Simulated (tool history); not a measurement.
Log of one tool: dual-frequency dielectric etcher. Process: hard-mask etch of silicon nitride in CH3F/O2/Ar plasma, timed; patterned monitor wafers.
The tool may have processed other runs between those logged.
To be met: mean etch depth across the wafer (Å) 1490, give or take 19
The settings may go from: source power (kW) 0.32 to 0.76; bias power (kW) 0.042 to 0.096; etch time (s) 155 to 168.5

run  hour  source power (kW)  bias power (kW)  etch time (s)  mean etch depth across the wafer (Å)
  1     0               0.54            0.069          168.5                                1273.8
  2   7.7               0.54            0.069          168.5                                1273.4
  3  12.3               0.54            0.069            155                                1169.4
  4  17.5                0.6            0.074          155.5                                1264.4
     26.2  -- bias power generator calibrated
  5  26.2               0.64            0.078            156                                1304.7
  6  31.3               0.64            0.084            156                                1347.5
  7  39.5               0.67            0.086          156.5                                1390.4
  8  44.3               0.69            0.087          156.5                                1410.4
  9  46.9               0.71            0.088          156.5                                1442.7
 10  47.4               0.72            0.088          156.5                                  1436
 11  49.2               0.73            0.089          156.5                                1453.1
 12  51.8               0.74             0.09          156.5                                  1472

Consider the 5 candidate settings below. Which is the only one whose results all fall within their allowed miss of target?
  A  54.4               0.65            0.089          168.5                                     ?
  B  54.4               0.71            0.089          157.5                                     ?
  C  54.4               0.76            0.072            164                                     ?
  D  54.4               0.74            0.082            159                                     ?
  E  54.4               0.72            0.076            167                                     ?

move  mean etch depth across the wafer (Å)
   A                                1490.6
   B                                1444.9
   C                                1428.9
   D                                1438.3
   E                                1451.5
A: every result lands within tolerance
B: further off than the last run
C: further off than the last run
D: further off than the last run
E: further off than the last run
A meets every target.

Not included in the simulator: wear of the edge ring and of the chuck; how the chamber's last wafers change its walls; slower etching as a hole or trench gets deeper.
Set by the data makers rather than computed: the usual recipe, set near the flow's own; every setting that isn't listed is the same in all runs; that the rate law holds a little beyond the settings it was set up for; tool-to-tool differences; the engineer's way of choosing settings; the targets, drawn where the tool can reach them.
